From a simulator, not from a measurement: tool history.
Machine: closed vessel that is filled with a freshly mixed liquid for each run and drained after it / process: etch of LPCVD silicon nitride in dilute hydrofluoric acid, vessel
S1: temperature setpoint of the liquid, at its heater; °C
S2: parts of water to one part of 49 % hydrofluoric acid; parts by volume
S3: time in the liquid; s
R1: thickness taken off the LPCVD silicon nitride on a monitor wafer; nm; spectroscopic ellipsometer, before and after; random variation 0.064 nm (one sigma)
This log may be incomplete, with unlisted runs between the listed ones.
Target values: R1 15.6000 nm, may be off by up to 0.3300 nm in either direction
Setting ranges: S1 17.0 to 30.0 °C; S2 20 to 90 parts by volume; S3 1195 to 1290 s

{"run": 1, "hour": 0.0, "S1": 22.0, "S2": 50, "S3": 1195, "R1": 8.5317}
{"run": 2, "hour": 8.0, "S1": 22.0, "S2": 50, "S3": 1195, "R1": 8.4824}
{"run": 3, "hour": 12.8, "S1": 24.5, "S2": 50, "S3": 1195, "R1": 10.052}
{"run": 4, "hour": 21.5, "S1": 26.5, "S2": 50, "S3": 1195, "R1": 11.63}
{"run": 5, "hour": 30.1, "S1": 26.5, "S2": 40, "S3": 1195, "R1": 14.35}
{"run": 6, "hour": 38.5, "S1": 26.5, "S2": 50, "S3": 1195, "R1": 11.485}
{"run": 7, "hour": 43.8, "S1": 27.5, "S2": 50, "S3": 1195, "R1": 12.394}
{"run": 8, "hour": 47.6, "S1": 30.0, "S2": 45, "S3": 1195, "R1": 16.178}

Which of these 5 next moves meets every target?
{"run": "A", "hour": 51.4, "S1": 26.5, "S2": 40, "S3": 1240, "R1": "?"}
{"run": "B", "hour": 51.4, "S1": 30.0, "S2": 50, "S3": 1200, "R1": "?"}
{"run": "C", "hour": 51.4, "S1": 27.5, "S2": 40, "S3": 1290, "R1": "?"}
{"run": "D", "hour": 51.4, "S1": 28.5, "S2": 45, "S3": 1235, "R1": "?"}
{"run": "E", "hour": 51.4, "S1": 28.5, "S2": 45, "S3": 1265, "R1": "?"}

move=A R1=14.9380
move=B R1=14.6000
move=C R1=16.6060
move=D R1=15.1240
move=E R1=15.4920
A: takes the result that was furthest off past its target
B: takes the result that was furthest off past its target
C: its largest miss is bigger than the last run's
D: takes the result that was furthest off past its target
E: every result within its allowed miss
Go with E: it meets all targets.
